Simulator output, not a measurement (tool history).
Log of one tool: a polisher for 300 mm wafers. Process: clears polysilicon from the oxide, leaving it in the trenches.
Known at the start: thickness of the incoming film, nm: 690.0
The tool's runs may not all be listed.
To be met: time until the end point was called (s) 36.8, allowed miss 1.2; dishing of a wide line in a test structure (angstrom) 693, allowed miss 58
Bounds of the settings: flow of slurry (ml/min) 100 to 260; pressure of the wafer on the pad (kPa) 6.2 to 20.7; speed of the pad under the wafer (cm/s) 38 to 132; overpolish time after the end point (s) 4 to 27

| run | hour | flow of slurry (ml/min) | pressure of the wafer on the pad (kPa) | speed of the pad under the wafer (cm/s) | overpolish time after the end point (s) | time until the end point was called (s) | dishing of a wide line in a test structure (angstrom) |
|---|---|---|---|---|---|---|---|
| 1 | 0 | 165 | 13.1 | 84 | 14 | 70.701 | 566.48 |
| 2 | 8.3 | 175 | 15.9 | 86 | 14 | 57.829 | 626.28 |
| 3 | 14.2 | 175 | 18.6 | 86 | 14 | 48.532 | 662.55 |
| 4 | 17 | 180 | 19.3 | 90 | 13 | 45.063 | 642.49 |
| 5 | 20.7 | 180 | 20 | 94 | 13 | 42.123 | 663.13 |
| 6 | 29.4 | 180 | 20 | 94 | 18 | 41.059 | 678.82 |
| 7 | 31.2 | 180 | 20 | 94 | 18 | 41.951 | 650.05 |
| 8 | 40.2 | 180 | 20 | 96 | 16 | 41.111 | 671.88 |
| 9 | 41.8 | 180 | 20 | 98 | 16 | 40.378 | 681.92 |
| 10 | 43.6 | 180 | 20 | 98 | 16 | 40.125 | 685.01 |
| 11 | 50.8 | 185 | 20 | 100 | 16 | 39.578 | 692.28 |
| 12 | 53.5 | 180 | 20 | 102 | 16 | 38.522 | 666.5 |
| 13 | 59.5 | 185 | 20 | 102 | 16 | 38.838 | 666.81 |
| 14 | 63.5 | 180 | 20 | 102 | 17 | 39.04 | 703.47 |
| 15 | 64.8 | 185 | 20 | 102 | 17 | 38.994 | 694.28 |

Which of these 5 next moves meets every target?
| A | 66.1 | 215 | 17.9 | 102 | 18 | ? | ? |
| B | 66.1 | 240 | 16.5 | 110 | 22 | ? | ? |
| C | 66.1 | 180 | 19.3 | 98 | 20 | ? | ? |
| D | 66.1 | 200 | 18.6 | 104 | 17 | ? | ? |
| E | 66.1 | 220 | 17.2 | 122 | 26 | ? | ? |

| move | time until the end point was called (s) | dishing of a wide line in a test structure (angstrom) |
|---|---|---|
| A | 42.3 | 688.61 |
| B | 41.931 | 697.7 |
| C | 41.939 | 694.31 |
| D | 40.387 | 687.96 |
| E | 36.791 | 702.8 |
A: further off than the last run
B: further off than the last run
C: further off than the last run
D: further off than the last run
E: meets every target
Move E is the one to make.

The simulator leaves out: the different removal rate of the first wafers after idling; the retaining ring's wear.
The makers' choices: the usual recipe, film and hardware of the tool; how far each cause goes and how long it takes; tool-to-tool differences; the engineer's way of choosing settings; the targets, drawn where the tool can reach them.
